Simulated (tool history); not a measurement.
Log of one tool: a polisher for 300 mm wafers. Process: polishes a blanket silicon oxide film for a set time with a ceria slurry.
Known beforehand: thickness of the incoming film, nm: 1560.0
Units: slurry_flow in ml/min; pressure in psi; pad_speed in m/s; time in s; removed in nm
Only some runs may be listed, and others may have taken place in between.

{"run": 1, "day": 0.0, "slurry_flow": 165, "pressure": 4, "pad_speed": 1.04, "time": 48, "removed": 299.87}
{"run": 2, "day": 0.279, "slurry_flow": 145, "pressure": 4, "pad_speed": 1.04, "time": 48, "removed": 298.44}
{"run": 3, "day": 0.646, "slurry_flow": 145, "pressure": 4.7, "pad_speed": 1.06, "time": 48, "removed": 358.22}
{"run": 4, "day": 0.971, "slurry_flow": 145, "pressure": 4.7, "pad_speed": 1.06, "time": 48, "removed": 358.79}
{"run": 5, "day": 1.154, "slurry_flow": 145, "pressure": 5.1, "pad_speed": 1.06, "time": 48, "removed": 387.48}
{"run": 6, "day": 1.308, "slurry_flow": 145, "pressure": 5.1, "pad_speed": 1.06, "time": 48, "removed": 383.08}

Run 7 comes next. What will it give?
{"run": 7, "day": 1.333, "slurry_flow": 145, "pressure": 5.5, "pad_speed": 1.08, "time": 48, "removed": "?"}

{"run 7": {"removed": 431.12}}
